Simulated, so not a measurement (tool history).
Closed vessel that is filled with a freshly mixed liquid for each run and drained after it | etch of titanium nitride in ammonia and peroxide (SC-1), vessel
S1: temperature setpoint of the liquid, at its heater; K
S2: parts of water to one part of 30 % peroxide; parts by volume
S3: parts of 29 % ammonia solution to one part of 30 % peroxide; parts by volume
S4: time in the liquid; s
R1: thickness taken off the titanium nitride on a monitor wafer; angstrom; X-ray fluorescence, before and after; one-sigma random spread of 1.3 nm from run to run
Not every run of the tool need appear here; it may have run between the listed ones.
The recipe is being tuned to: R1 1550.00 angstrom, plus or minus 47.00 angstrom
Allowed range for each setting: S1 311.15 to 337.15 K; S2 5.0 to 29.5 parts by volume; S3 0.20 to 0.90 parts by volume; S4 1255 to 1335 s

run  hour      S1    S2    S3    S4       R1
  1   0.0  321.15  16.5  0.50  1255   615.35
  2   8.2  326.15  16.5  0.50  1255   894.90
  3  13.1  330.15  16.5  0.50  1255  1142.20
  4  17.0  330.15  16.5  0.60  1255  1179.40
  5  25.6  331.15  16.5  0.60  1255  1276.50
  6  28.1  332.15  16.5  0.60  1255  1360.40
  7  30.0  332.65  16.5  0.60  1255  1390.80
  8  37.5  333.15  16.5  0.60  1255  1443.80
  9  42.4  333.65  16.5  0.60  1255  1484.10

Pick the move, out of 4, that brings all results within their allowed miss; only one does.
  A  47.3  333.65  16.5  0.45  1255   ?
  B  47.3  334.15  21.5  0.60  1330   ?
  C  47.3  333.65  16.5  0.50  1335   ?
  D  47.3  335.15  22.0  0.55  1255   ?

move       R1
   A  1433.30
   B  1428.80
   C  1554.50
   D  1397.60
A: the biggest miss grows against the last run
B: the biggest miss grows against the last run
C: hits every target within its allowed miss
D: the biggest miss grows against the last run
Move C is the one to make.

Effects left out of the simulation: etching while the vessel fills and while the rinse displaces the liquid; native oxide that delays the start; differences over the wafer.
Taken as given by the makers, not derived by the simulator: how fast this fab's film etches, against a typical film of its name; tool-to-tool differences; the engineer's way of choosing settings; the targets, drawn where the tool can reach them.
